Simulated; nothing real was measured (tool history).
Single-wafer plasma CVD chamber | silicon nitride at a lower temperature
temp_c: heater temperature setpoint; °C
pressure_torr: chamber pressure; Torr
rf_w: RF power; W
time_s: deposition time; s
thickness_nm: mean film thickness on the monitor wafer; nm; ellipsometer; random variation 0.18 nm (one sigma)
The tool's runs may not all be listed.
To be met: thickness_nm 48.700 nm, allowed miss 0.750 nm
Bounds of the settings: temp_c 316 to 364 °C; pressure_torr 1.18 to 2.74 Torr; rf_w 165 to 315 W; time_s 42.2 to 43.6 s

{"run": 1, "hour": 0.0, "temp_c": 340, "pressure_torr": 1.96, "rf_w": 240, "time_s": 42.2, "thickness_nm": 43.886}
{"run": 2, "hour": 3.9, "temp_c": 340, "pressure_torr": 1.96, "rf_w": 215, "time_s": 42.2, "thickness_nm": 41.455}
{"run": 3, "hour": 12.9, "temp_c": 340, "pressure_torr": 2.15, "rf_w": 225, "time_s": 42.3, "thickness_nm": 43.639}
{"run": 4, "hour": 17.6, "temp_c": 333, "pressure_torr": 2.15, "rf_w": 225, "time_s": 42.3, "thickness_nm": 43.718}
{"run": 5, "hour": 18.7, "temp_c": 339, "pressure_torr": 2.15, "rf_w": 225, "time_s": 42.3, "thickness_nm": 43.793}
{"run": 6, "hour": 24.9, "temp_c": 348, "pressure_torr": 2.15, "rf_w": 225, "time_s": 42.3, "thickness_nm": 43.556}
{"run": 7, "hour": 33.3, "temp_c": 348, "pressure_torr": 2.3, "rf_w": 230, "time_s": 42.3, "thickness_nm": 44.651}
{"run": 8, "hour": 36.3, "temp_c": 348, "pressure_torr": 2.41, "rf_w": 235, "time_s": 42.3, "thickness_nm": 45.888}
{"run": 9, "hour": 42.7, "temp_c": 348, "pressure_torr": 2.49, "rf_w": 240, "time_s": 42.3, "thickness_nm": 46.898}
{"run": 10, "hour": 51.5, "temp_c": 348, "pressure_torr": 2.55, "rf_w": 240, "time_s": 42.3, "thickness_nm": 47.077}
{"run": 11, "hour": 54.5, "temp_c": 348, "pressure_torr": 2.59, "rf_w": 240, "time_s": 42.3, "thickness_nm": 46.79}
{"run": 12, "hour": 55.7, "temp_c": 348, "pressure_torr": 2.61, "rf_w": 245, "time_s": 42.3, "thickness_nm": 47.628}
{"run": 13, "hour": 64.2, "temp_c": 348, "pressure_torr": 2.63, "rf_w": 245, "time_s": 42.3, "thickness_nm": 47.497}

Which of these 5 next moves meets every target?
{"run": "A", "hour": 72.7, "temp_c": 341, "pressure_torr": 2.71, "rf_w": 210, "time_s": 43.6, "thickness_nm": "?"}
{"run": "B", "hour": 72.7, "temp_c": 349, "pressure_torr": 2.52, "rf_w": 240, "time_s": 42.2, "thickness_nm": "?"}
{"run": "C", "hour": 72.7, "temp_c": 337, "pressure_torr": 2.67, "rf_w": 240, "time_s": 43.2, "thickness_nm": "?"}
{"run": "D", "hour": 72.7, "temp_c": 351, "pressure_torr": 2.47, "rf_w": 235, "time_s": 42.8, "thickness_nm": "?"}
{"run": "E", "hour": 72.7, "temp_c": 339, "pressure_torr": 2.41, "rf_w": 230, "time_s": 43.6, "thickness_nm": "?"}

move=A thickness_nm=45.988
move=B thickness_nm=46.779
move=C thickness_nm=48.691
move=D thickness_nm=46.710
move=E thickness_nm=47.040
A: further off than the last run
B: further off than the last run
C: meets every target
D: further off than the last run
E: further off than the last run
The right move is C.
